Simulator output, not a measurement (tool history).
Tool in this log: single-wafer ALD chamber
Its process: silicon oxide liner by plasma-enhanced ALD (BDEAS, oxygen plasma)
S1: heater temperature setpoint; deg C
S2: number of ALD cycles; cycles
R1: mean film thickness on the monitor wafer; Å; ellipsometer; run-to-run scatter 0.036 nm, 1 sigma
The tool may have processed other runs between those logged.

run 1 day=0.000 | S1=320 S2=80 | R1=72.224
run 2 day=0.233 | S1=320 S2=72 | R1=64.376
run 3 day=0.358 | S1=314 S2=72 | R1=65.232
run 4 day=0.717 | S1=324 S2=72 | R1=63.874
run 5 day=0.904 | S1=324 S2=64 | R1=57.400
-- day=1.179 thermocouple changed; heater temperature recalibrated
run 6 day=1.179 | S1=316 S2=64 | R1=57.637
run 7 day=1.279 | S1=316 S2=70 | R1=63.510
run 8 day=1.475 | S1=314 S2=74 | R1=66.883
run 9 day=1.658 | S1=313 S2=78 | R1=70.088
run 10 day=1.812 | S1=313 S2=81 | R1=73.781

Estimate the outcome of run 11 from the log above:
run 11 day=2.054 | S1=312 S2=83 | R1=?

{"run 11": {"R1": 75.387}}
